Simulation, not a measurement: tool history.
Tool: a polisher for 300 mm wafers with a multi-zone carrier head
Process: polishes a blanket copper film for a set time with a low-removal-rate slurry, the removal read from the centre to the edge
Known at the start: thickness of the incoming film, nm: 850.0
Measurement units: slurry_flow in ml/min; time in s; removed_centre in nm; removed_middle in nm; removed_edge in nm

run	hour	slurry_flow	centre_zone	middle_zone	edge_zone	slurry_solids	time	removed_centre	removed_middle	removed_edge
1	0	255	1	1	1	1	76	138.78	139.8	142.53
2	4	255	0.99	1	0.96	0.85	74	125.22	130.56	130.23
3	7.2	255	0.99	1	0.96	0.75	74	125.12	127.03	124.67
4	11.2	255	1.02	1	0.96	0.75	74	126.81	126.11	124.13
5	17.6	315	1.02	1	0.96	0.75	74	127.51	127.86	128.29
6	26.3	315	1.02	1	0.96	0.85	74	133.2	130.03	127.45

Estimate the outcome of run 7 from the log above:
7	27.8	315	1	0.99	0.93	0.75	73	?	?	?

{"run 7": {"removed_centre": 124.35, "removed_middle": 123.74, "removed_edge": 123.34}}
